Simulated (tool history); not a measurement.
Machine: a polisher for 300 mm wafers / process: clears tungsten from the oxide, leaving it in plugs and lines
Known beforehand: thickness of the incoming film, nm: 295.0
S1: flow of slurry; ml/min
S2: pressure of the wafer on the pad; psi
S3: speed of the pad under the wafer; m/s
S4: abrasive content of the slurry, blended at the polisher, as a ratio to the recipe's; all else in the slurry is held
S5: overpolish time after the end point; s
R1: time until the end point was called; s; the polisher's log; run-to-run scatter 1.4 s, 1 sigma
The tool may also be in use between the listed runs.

run  hour   S1   S2    S3   S4  S5      R1
  1   0.0  265  2.3  0.94  1.0  37  108.39
  2   5.5  265  2.3  0.78  1.0  37  125.64
  3  10.6  265  1.8  0.78  1.0  37  159.66
  4  15.5  220  1.8  0.78  1.0  37  161.95
  5  23.0  220  1.8  0.78  1.0  40  159.24
  6  29.6  220  2.2  0.80  1.0  40  135.46
  7  34.7  220  2.5  0.82  1.0  40  115.76

Forecast run 8:
  8  37.9  220  2.7  0.84  1.0  40   ?

R1: 105.22 s
